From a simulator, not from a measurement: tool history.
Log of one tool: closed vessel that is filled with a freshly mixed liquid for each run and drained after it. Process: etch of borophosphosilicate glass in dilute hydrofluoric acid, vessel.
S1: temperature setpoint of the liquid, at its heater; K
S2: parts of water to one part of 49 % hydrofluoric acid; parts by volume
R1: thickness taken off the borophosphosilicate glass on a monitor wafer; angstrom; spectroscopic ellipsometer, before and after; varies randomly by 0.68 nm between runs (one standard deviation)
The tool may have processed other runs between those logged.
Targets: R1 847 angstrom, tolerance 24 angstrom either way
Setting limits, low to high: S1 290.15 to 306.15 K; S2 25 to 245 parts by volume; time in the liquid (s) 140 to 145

Run 1, hour 0: S1 298.15 K, S2 135 parts by volume, time in the liquid (s) 140. Result: R1 744.83 angstrom.
Run 2, hour 2.4: S1 298.15 K, S2 135 parts by volume, time in the liquid (s) 145. Result: R1 754.48 angstrom.
Run 3, hour 7.4: S1 298.15 K, S2 135 parts by volume, time in the liquid (s) 145. Result: R1 763.65 angstrom.
Run 4, hour 9.7: S1 296.65 K, S2 135 parts by volume, time in the liquid (s) 145. Result: R1 731.63 angstrom.
Run 5, hour 15.2: S1 296.65 K, S2 110 parts by volume, time in the liquid (s) 145. Result: R1 914.49 angstrom.
Run 6, hour 24.5: S1 296.65 K, S2 85 parts by volume, time in the liquid (s) 145. Result: R1 1237.5 angstrom.
Run 7, hour 25.5: S1 294.65 K, S2 90 parts by volume, time in the liquid (s) 145. Result: R1 1057.1 angstrom.
Run 8, hour 32.2: S1 293.65 K, S2 90 parts by volume, time in the liquid (s) 145. Result: R1 1010.5 angstrom.

Which single option among these 4 for the next run brings every result within its allowed miss of target? Just one does.
Run A, hour 38.9: S1 295.65 K, S2 110 parts by volume, time in the liquid (s) 140. Result: R1 ?.
Run B, hour 38.9: S1 291.15 K, S2 100 parts by volume, time in the liquid (s) 140. Result: R1 ?.
Run C, hour 38.9: S1 294.15 K, S2 95 parts by volume, time in the liquid (s) 140. Result: R1 ?.
Run D, hour 38.9: S1 292.15 K, S2 105 parts by volume, time in the liquid (s) 145. Result: R1 ?.

move      R1
   A  850.81
   B  787.48
   C  943.54
   D   805.4
A: all results in spec
B: takes the result that was furthest off past its target
C: an improvement on the last run, though not all results are within tolerance
D: takes the result that was furthest off past its target
Move A is the one to make.
